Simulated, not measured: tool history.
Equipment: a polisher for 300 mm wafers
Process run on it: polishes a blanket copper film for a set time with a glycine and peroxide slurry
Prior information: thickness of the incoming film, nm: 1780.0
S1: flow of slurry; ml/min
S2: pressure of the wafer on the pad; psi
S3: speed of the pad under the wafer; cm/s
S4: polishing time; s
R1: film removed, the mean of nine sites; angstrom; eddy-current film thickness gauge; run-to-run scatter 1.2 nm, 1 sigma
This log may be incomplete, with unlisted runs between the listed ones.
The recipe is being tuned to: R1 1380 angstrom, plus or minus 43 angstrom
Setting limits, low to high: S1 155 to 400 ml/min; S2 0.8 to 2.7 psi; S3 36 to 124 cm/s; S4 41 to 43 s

run 1 hour=0 | S1=255 S2=1.7 S3=80 S4=41 | R1=1226.5
run 2 hour=1.3 | S1=255 S2=1.7 S3=72 S4=41 | R1=1141.2
run 3 hour=4.3 | S1=255 S2=1.7 S3=72 S4=43 | R1=1198.1
run 4 hour=5.8 | S1=215 S2=1.7 S3=72 S4=43 | R1=1182.8
-- hour=10.5 head pressure recalibrated
run 5 hour=10.5 | S1=220 S2=1.8 S3=72 S4=43 | R1=1137.8
run 6 hour=14.4 | S1=255 S2=1.8 S3=72 S4=43 | R1=1182.4
run 7 hour=19.2 | S1=260 S2=1.9 S3=76 S4=43 | R1=1227.5
run 8 hour=28 | S1=260 S2=2.3 S3=78 S4=43 | R1=1430.5

Which of these 4 next moves meets every target?
run A hour=36.8 | S1=295 S2=2.6 S3=78 S4=41 | R1=?
run B hour=36.8 | S1=250 S2=2 S3=100 S4=41 | R1=?
run C hour=36.8 | S1=250 S2=2.3 S3=86 S4=42 | R1=?
run D hour=36.8 | S1=325 S2=2.7 S3=64 S4=43 | R1=?

move=A R1=1494.2
move=B R1=1498.7
move=C R1=1497.9
move=D R1=1396.6
A: moves away from the targets compared with the last run
B: moves away from the targets compared with the last run
C: moves away from the targets compared with the last run
D: hits every target within its allowed miss
Go with D: it meets all targets.

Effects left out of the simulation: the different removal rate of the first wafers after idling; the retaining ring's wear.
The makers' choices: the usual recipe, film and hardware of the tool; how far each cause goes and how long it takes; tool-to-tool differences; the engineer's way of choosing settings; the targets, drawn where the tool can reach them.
